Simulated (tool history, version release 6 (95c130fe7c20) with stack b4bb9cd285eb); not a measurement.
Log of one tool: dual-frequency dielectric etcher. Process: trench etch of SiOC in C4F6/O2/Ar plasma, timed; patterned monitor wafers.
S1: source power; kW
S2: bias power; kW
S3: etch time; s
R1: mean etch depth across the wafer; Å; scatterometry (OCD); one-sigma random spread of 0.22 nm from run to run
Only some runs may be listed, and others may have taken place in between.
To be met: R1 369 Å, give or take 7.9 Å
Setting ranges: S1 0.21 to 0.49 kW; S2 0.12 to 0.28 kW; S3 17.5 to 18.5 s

| run | hour | S1 | S2 | S3 | R1 |
|---|---|---|---|---|---|
| 1 | 0 | 0.35 | 0.2 | 17.5 | 327.92 |
| 2 | 3 | 0.3 | 0.2 | 17.5 | 298.28 |
| 3 | 8.2 | 0.33 | 0.203 | 17.5 | 313.71 |
| 4 | 15.4 | 0.27 | 0.203 | 17.5 | 279.55 |
|  | 22 | source power generator calibrated |
| 5 | 22 | 0.21 | 0.203 | 17.5 | 238.74 |
| 6 | 29.6 | 0.21 | 0.203 | 18.5 | 253.46 |
| 7 | 36.5 | 0.25 | 0.206 | 18.5 | 286.6 |
| 8 | 39.1 | 0.28 | 0.207 | 18.5 | 309.72 |
| 9 | 42.6 | 0.35 | 0.213 | 18.5 | 353.55 |

Of the 4 settings listed for the next run, only one would bring every result within its allowed miss of target. Which one?
| A | 46.1 | 0.42 | 0.191 | 18 | ? |
| B | 46.1 | 0.34 | 0.247 | 18 | ? |
| C | 46.1 | 0.38 | 0.218 | 17.5 | ? |
| D | 46.1 | 0.35 | 0.216 | 18.5 | ? |

| move | R1 |
|---|---|
| A | 368.54 |
| B | 348.91 |
| C | 349.89 |
| D | 353.3 |
A: each result inside its tolerance
B: lands further from the targets than the last run did
C: lands further from the targets than the last run did
D: just as far off the targets as the last run
A meets every target.
